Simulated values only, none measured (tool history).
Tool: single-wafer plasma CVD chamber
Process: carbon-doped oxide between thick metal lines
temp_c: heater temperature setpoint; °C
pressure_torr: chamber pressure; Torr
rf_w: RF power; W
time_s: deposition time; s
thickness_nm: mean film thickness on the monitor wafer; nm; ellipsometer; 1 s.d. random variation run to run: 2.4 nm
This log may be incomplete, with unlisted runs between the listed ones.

run 1 hour=0.0 | temp_c=345 pressure_torr=4.72 rf_w=455 time_s=123 | thickness_nm=580.94
run 2 hour=8.7 | temp_c=345 pressure_torr=5.19 rf_w=455 time_s=123 | thickness_nm=593.29
run 3 hour=13.6 | temp_c=347 pressure_torr=4.81 rf_w=440 time_s=123 | thickness_nm=565.17
run 4 hour=16.2 | temp_c=349 pressure_torr=4.57 rf_w=435 time_s=123 | thickness_nm=551.71
run 5 hour=17.9 | temp_c=355 pressure_torr=4.57 rf_w=435 time_s=123 | thickness_nm=548.81
run 6 hour=25.0 | temp_c=363 pressure_torr=4.57 rf_w=435 time_s=123 | thickness_nm=534.91
run 7 hour=28.4 | temp_c=363 pressure_torr=4.47 rf_w=430 time_s=123 | thickness_nm=531.17
run 8 hour=35.4 | temp_c=365 pressure_torr=4.23 rf_w=410 time_s=123 | thickness_nm=501.62

Run 9 is up next; what results do you expect?
run 9 hour=36.5 | temp_c=365 pressure_torr=4.30 rf_w=410 time_s=123 | thickness_nm=?

{"run 9": {"thickness_nm": 502.04}}
